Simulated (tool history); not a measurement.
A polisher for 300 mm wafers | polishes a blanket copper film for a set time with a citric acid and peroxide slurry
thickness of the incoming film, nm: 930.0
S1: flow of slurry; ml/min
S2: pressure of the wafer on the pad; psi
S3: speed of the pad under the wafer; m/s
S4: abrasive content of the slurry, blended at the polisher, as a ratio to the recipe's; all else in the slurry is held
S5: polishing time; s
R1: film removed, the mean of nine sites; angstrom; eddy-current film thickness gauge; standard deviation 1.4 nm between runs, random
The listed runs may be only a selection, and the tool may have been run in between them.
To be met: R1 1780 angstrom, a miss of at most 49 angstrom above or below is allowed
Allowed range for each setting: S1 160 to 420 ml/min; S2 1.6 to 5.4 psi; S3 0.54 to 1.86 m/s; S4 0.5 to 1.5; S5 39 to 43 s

run	day	S1	S2	S3	S4	S5	R1
1	0	270	3.5	1.18	1	43	1173.8
2	0.362	275	3.9	1.18	1	43	1310.1
3	0.625	275	4.7	1.18	1	43	1559.7
4	0.762	275	4.7	1.18	0.8	43	1438
5	0.95	280	4.9	1.2	0.8	43	1521.8
6	1.012	280	5	1.22	0.8	43	1589.7
7	1.221	280	5.1	1.22	0.8	43	1626.5
8	1.4	290	5.4	1.22	0.8	43	1694.1

4 next moves are on the table. One of them brings every result within its allowed miss. Which?
A	1.579	300	4.3	1.54	0.85	39	?
B	1.579	225	5.4	1.16	1.1	43	?
C	1.579	300	5.4	1.16	0.8	43	?
D	1.579	210	5.1	1.28	0.85	43	?

move	R1
A	1570.4
B	1761.8
C	1639.6
D	1657.1
A: its largest miss is bigger than the last run's
B: all results land within tolerance of their targets
C: its largest miss is bigger than the last run's
D: its largest miss is bigger than the last run's
B meets every target.
